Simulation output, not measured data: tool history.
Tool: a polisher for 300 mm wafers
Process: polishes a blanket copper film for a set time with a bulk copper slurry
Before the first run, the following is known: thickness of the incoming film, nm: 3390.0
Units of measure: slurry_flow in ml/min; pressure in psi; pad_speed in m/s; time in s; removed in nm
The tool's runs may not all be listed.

| run | hour | slurry_flow | pressure | pad_speed | slurry_solids | time | removed |
|---|---|---|---|---|---|---|---|
| 1 | 0 | 270 | 3 | 1.14 | 1 | 41 | 455.44 |
| 2 | 5.3 | 270 | 3 | 1.14 | 1.2 | 41 | 489.46 |
| 3 | 10.8 | 230 | 3 | 1.14 | 1.2 | 41 | 474.4 |
| 4 | 18.7 | 230 | 3 | 1.14 | 1.1 | 41 | 459.89 |
| 5 | 21.2 | 230 | 3 | 1.14 | 1.3 | 41 | 484.87 |
| 6 | 28.9 | 230 | 3 | 1.02 | 1.3 | 41 | 445.03 |
| 7 | 29.9 | 225 | 2.9 | 1.02 | 1.3 | 41 | 425.16 |
| 8 | 31.6 | 220 | 2.8 | 1.02 | 1.3 | 41 | 418.96 |
| 9 | 37.7 | 220 | 2.7 | 1.02 | 1.3 | 41 | 397.54 |

What will run 10 give?
| 10 | 39.7 | 215 | 2.6 | 1.02 | 1.3 | 41 | ? |

removed: 385.62 nm
